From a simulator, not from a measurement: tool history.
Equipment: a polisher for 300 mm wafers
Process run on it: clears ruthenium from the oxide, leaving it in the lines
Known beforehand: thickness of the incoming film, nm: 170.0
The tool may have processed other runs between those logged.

run,day,flow of slurry (ml/min),pressure of the wafer on the pad (kPa),speed of the pad under the wafer (cm/s),overpolish time after the end point (s),time until the end point was called (s)
1,0.000,265,16.5,120,35,120.200
2,0.121,305,16.5,120,35,115.950
3,0.150,360,16.5,120,35,118.560
4,0.217,360,17.9,122,35,104.830
5,0.517,325,17.9,122,35,102.400
6,0.567,325,17.9,110,35,120.080
7,0.862,325,19.3,112,35,103.490
8,1.204,325,20.0,112,35,99.632
9,1.467,325,20.7,112,35,96.859

What does the tool deliver on the next run?
10,1.650,325,21.4,112,35,?

Run 10 measured time until the end point was called (s) 97.393.
